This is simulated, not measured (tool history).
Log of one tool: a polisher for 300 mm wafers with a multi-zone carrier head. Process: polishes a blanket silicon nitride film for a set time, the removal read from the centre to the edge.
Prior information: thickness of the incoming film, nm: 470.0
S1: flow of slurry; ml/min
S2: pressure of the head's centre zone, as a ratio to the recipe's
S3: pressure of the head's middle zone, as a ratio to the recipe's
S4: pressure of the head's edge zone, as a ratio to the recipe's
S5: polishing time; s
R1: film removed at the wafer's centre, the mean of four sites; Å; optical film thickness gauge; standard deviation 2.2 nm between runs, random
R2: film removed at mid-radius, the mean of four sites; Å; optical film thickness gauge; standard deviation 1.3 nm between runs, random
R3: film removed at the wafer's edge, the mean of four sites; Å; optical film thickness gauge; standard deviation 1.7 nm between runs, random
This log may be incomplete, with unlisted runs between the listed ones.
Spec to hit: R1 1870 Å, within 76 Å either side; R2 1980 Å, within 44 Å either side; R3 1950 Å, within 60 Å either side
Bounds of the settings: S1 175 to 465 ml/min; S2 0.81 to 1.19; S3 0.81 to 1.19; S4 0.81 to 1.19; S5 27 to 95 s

| run | hour | S1 | S2 | S3 | S4 | S5 | R1 | R2 | R3 |
|---|---|---|---|---|---|---|---|---|---|
| 1 | 0 | 295 | 1 | 1 | 1 | 61 | 1655.5 | 1660.1 | 1630.4 |
| 2 | 3.9 | 295 | 0.94 | 1 | 1 | 61 | 1541.5 | 1680.4 | 1642.9 |
| 3 | 8.3 | 310 | 0.96 | 1.02 | 1.04 | 62 | 1602.2 | 1750.8 | 1673.4 |
| 4 | 12.8 | 305 | 0.96 | 1.02 | 1.05 | 64 | 1630.2 | 1780.1 | 1741.7 |
| 5 | 13.7 | 305 | 0.96 | 0.98 | 1.05 | 64 | 1665.3 | 1746.7 | 1787.8 |
| 6 | 19.5 | 325 | 0.97 | 0.99 | 1.07 | 65 | 1708.4 | 1782.3 | 1807.4 |
| 7 | 28.3 | 330 | 0.98 | 1 | 1.08 | 66 | 1748.1 | 1835.2 | 1836.5 |
| 8 | 36.9 | 335 | 0.99 | 1.01 | 1.09 | 67 | 1790.6 | 1881.3 | 1861.1 |
| 9 | 45.6 | 335 | 0.99 | 1.01 | 1.09 | 67 | 1794 | 1884.1 | 1887.8 |
| 10 | 48 | 345 | 1 | 1.02 | 1.1 | 67 | 1854.1 | 1906.3 | 1846.8 |
| 11 | 50.9 | 345 | 1 | 1.02 | 1.11 | 68 | 1849.1 | 1931 | 1909.7 |

Of the 4 settings listed for the next run, only one would bring every result within its allowed miss of target. Which one?
| A | 53.8 | 325 | 1.03 | 1.01 | 1.05 | 67 | ? | ? | ? |
| B | 53.8 | 305 | 1.01 | 0.99 | 1.15 | 69 | ? | ? | ? |
| C | 53.8 | 310 | 1.09 | 1.09 | 1.01 | 66 | ? | ? | ? |
| D | 53.8 | 355 | 0.98 | 1.02 | 1.11 | 70 | ? | ? | ? |

| move | R1 | R2 | R3 |
|---|---|---|---|
| A | 1868.4 | 1876.6 | 1855.6 |
| B | 1871.4 | 1886 | 1950.4 |
| C | 1934.4 | 1960.9 | 1799.3 |
| D | 1880 | 1997.1 | 1983.4 |
A: misses by more than the last run did
B: misses by more than the last run did
C: corrects the largest miss of the last run, while another result sits out of spec
D: all results in spec
The right move is D.
